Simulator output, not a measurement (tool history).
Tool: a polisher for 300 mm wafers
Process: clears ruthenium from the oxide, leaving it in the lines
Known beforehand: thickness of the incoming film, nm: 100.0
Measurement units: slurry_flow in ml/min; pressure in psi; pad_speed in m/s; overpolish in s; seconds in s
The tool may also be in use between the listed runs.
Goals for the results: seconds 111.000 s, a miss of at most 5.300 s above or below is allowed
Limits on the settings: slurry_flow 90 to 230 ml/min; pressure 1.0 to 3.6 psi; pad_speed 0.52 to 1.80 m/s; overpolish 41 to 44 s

{"run": 1, "hour": 0.0, "slurry_flow": 150, "pressure": 2.3, "pad_speed": 1.16, "overpolish": 41, "seconds": 80.207}
{"run": 2, "hour": 6.1, "slurry_flow": 150, "pressure": 2.2, "pad_speed": 1.16, "overpolish": 41, "seconds": 83.998}
{"run": 3, "hour": 8.9, "slurry_flow": 150, "pressure": 2.1, "pad_speed": 1.16, "overpolish": 41, "seconds": 88.899}
{"run": 4, "hour": 11.6, "slurry_flow": 165, "pressure": 2.1, "pad_speed": 1.16, "overpolish": 41, "seconds": 86.777}
{"run": 5, "hour": 19.5, "slurry_flow": 165, "pressure": 2.0, "pad_speed": 1.16, "overpolish": 41, "seconds": 91.341}
{"run": 6, "hour": 21.8, "slurry_flow": 165, "pressure": 2.0, "pad_speed": 1.28, "overpolish": 41, "seconds": 80.514}
{"run": 7, "hour": 25.3, "slurry_flow": 165, "pressure": 1.9, "pad_speed": 1.28, "overpolish": 41, "seconds": 84.306}
{"run": 8, "hour": 28.4, "slurry_flow": 165, "pressure": 1.8, "pad_speed": 1.28, "overpolish": 41, "seconds": 90.75}
{"run": 9, "hour": 33.6, "slurry_flow": 160, "pressure": 1.7, "pad_speed": 1.28, "overpolish": 41, "seconds": 93.231}
{"run": 10, "hour": 39.4, "slurry_flow": 160, "pressure": 1.6, "pad_speed": 1.28, "overpolish": 41, "seconds": 95.923}

5 candidate next runs follow, results not yet known. Just one meets every target within its allowed miss. Identify it.
{"run": "A", "hour": 45.2, "slurry_flow": 150, "pressure": 1.7, "pad_speed": 1.46, "overpolish": 41, "seconds": "?"}
{"run": "B", "hour": 45.2, "slurry_flow": 150, "pressure": 1.9, "pad_speed": 1.28, "overpolish": 44, "seconds": "?"}
{"run": "C", "hour": 45.2, "slurry_flow": 155, "pressure": 1.4, "pad_speed": 1.24, "overpolish": 44, "seconds": "?"}
{"run": "D", "hour": 45.2, "slurry_flow": 195, "pressure": 1.8, "pad_speed": 1.36, "overpolish": 41, "seconds": "?"}
{"run": "E", "hour": 45.2, "slurry_flow": 165, "pressure": 1.6, "pad_speed": 1.44, "overpolish": 42, "seconds": "?"}

move=A seconds=82.325
move=B seconds=86.335
move=C seconds=109.950
move=D seconds=81.927
move=E seconds=86.018
A: the biggest miss grows against the last run
B: the biggest miss grows against the last run
C: hits every target within its allowed miss
D: the biggest miss grows against the last run
E: the biggest miss grows against the last run
Answer: C
